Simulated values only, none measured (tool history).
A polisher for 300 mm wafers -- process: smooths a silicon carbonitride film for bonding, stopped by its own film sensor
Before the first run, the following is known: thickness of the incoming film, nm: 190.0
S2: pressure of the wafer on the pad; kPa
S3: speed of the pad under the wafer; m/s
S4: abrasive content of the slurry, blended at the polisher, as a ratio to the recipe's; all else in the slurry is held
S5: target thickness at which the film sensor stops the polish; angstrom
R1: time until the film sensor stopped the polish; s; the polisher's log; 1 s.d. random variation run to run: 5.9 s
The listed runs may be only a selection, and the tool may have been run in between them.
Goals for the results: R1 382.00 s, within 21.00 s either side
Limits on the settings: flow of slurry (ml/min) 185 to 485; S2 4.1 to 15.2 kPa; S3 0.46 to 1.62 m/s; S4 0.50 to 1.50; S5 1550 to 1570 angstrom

Run 1, hour 0.0: flow of slurry (ml/min) 310, S2 9.7 kPa, S3 1.04 m/s, S4 1.00, S5 1570 angstrom. Result: R1 184.90 s.
Run 2, hour 5.0: flow of slurry (ml/min) 310, S2 9.7 kPa, S3 1.18 m/s, S4 1.00, S5 1570 angstrom. Result: R1 172.06 s.
Run 3, hour 9.8: flow of slurry (ml/min) 310, S2 9.0 kPa, S3 1.12 m/s, S4 1.00, S5 1570 angstrom. Result: R1 189.65 s.
Run 4, hour 15.8: flow of slurry (ml/min) 310, S2 9.0 kPa, S3 1.26 m/s, S4 1.00, S5 1570 angstrom. Result: R1 179.64 s.
Run 5, hour 17.9: flow of slurry (ml/min) 310, S2 8.3 kPa, S3 1.20 m/s, S4 0.95, S5 1570 angstrom. Result: R1 203.35 s.
Run 6, hour 19.4: flow of slurry (ml/min) 310, S2 6.2 kPa, S3 1.20 m/s, S4 0.95, S5 1570 angstrom. Result: R1 268.18 s.
Run 7, hour 22.9: flow of slurry (ml/min) 310, S2 5.5 kPa, S3 1.18 m/s, S4 0.95, S5 1570 angstrom. Result: R1 297.84 s.
Run 8, hour 28.5: flow of slurry (ml/min) 310, S2 5.5 kPa, S3 1.16 m/s, S4 0.95, S5 1570 angstrom. Result: R1 305.34 s.
Run 9, hour 32.5: flow of slurry (ml/min) 310, S2 4.1 kPa, S3 1.04 m/s, S4 0.95, S5 1570 angstrom. Result: R1 435.62 s.

4 next moves are on the table. One of them brings every result within its allowed miss. Which?
Run A, hour 36.5: flow of slurry (ml/min) 305, S2 5.5 kPa, S3 1.16 m/s, S4 0.90, S5 1560 angstrom. Result: R1 ?.
Run B, hour 36.5: flow of slurry (ml/min) 290, S2 4.1 kPa, S3 1.20 m/s, S4 1.10, S5 1560 angstrom. Result: R1 ?.
Run C, hour 36.5: flow of slurry (ml/min) 305, S2 4.8 kPa, S3 1.26 m/s, S4 1.15, S5 1550 angstrom. Result: R1 ?.
Run D, hour 36.5: flow of slurry (ml/min) 270, S2 5.5 kPa, S3 0.52 m/s, S4 0.90, S5 1550 angstrom. Result: R1 ?.

move      R1
   A  327.33
   B  387.31
   C  326.61
   D  548.00
A: moves the result that the last run missed by most past its target, out the other side
B: every result lands within tolerance
C: moves the result that the last run missed by most past its target, out the other side
D: lands further from the targets than the last run did
So the answer is move B, the one that meets all the targets.
